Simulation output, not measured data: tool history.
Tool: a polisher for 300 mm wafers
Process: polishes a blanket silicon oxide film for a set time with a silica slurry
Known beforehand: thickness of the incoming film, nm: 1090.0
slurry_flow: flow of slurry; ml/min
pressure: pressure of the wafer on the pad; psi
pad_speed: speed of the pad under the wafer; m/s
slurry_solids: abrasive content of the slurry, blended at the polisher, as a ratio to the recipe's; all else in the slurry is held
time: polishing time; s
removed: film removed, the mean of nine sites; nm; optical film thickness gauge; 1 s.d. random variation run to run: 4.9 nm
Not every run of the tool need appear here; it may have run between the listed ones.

run    day  slurry_flow  pressure  pad_speed  slurry_solids  time  removed
  1      0          195         4       0.98              1    91   271.45
  2  0.208          195       4.7       0.98              1    91   310.37
  3  0.383          195       3.9       0.98              1    91   266.46
  4  0.571          195       4.5          1              1    91   309.12
  5  0.612          195       4.5       1.08              1    91   320.92
  6  0.908          195       4.1       1.08              1    91   290.31
  7  1.042          195       4.6        1.1              1    91    325.6
  8  1.092          195       4.9       1.12              1    91   347.29

What does the tool deliver on the next run?
  9  1.138          195       5.2       1.12              1    91        ?

Run 9 yielded removed 367.53 nm.
